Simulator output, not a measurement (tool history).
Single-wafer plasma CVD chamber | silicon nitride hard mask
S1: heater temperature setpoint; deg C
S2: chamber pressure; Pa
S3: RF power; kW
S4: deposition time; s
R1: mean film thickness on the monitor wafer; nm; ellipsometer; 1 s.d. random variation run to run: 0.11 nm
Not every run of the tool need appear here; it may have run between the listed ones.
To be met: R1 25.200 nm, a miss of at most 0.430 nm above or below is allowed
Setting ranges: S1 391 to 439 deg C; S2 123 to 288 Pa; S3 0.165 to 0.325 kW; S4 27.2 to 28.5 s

{"run": 1, "day": 0.0, "S1": 415, "S2": 205, "S3": 0.245, "S4": 28.5, "R1": 27.082}
{"run": 2, "day": 0.158, "S1": 415, "S2": 205, "S3": 0.225, "S4": 28.5, "R1": 25.863}
{"run": 3, "day": 0.492, "S1": 415, "S2": 205, "S3": 0.225, "S4": 27.2, "R1": 24.613}
{"run": 4, "day": 0.825, "S1": 415, "S2": 187, "S3": 0.225, "S4": 27.2, "R1": 23.77}
{"run": 5, "day": 1.192, "S1": 415, "S2": 192, "S3": 0.225, "S4": 27.2, "R1": 23.924}
{"run": 6, "day": 1.467, "S1": 415, "S2": 192, "S3": 0.225, "S4": 27.2, "R1": 24.194}
{"run": 7, "day": 1.533, "S1": 415, "S2": 196, "S3": 0.225, "S4": 27.2, "R1": 24.143}
{"run": 8, "day": 1.721, "S1": 415, "S2": 200, "S3": 0.225, "S4": 27.2, "R1": 24.318}

4 next moves are on the table. One of them brings every result within its allowed miss. Which?
{"run": "A", "day": 1.908, "S1": 421, "S2": 208, "S3": 0.215, "S4": 27.5, "R1": "?"}
{"run": "B", "day": 1.908, "S1": 410, "S2": 209, "S3": 0.23, "S4": 28.3, "R1": "?"}
{"run": "C", "day": 1.908, "S1": 414, "S2": 237, "S3": 0.22, "S4": 28.5, "R1": "?"}
{"run": "D", "day": 1.908, "S1": 423, "S2": 193, "S3": 0.235, "S4": 27.6, "R1": "?"}

move=A R1=24.189
move=B R1=26.205
move=C R1=26.422
move=D R1=25.225
A: lands further from the targets than the last run did
B: moves the result that the last run missed by most past its target, out the other side
C: moves the result that the last run missed by most past its target, out the other side
D: all results in spec
Answer: D
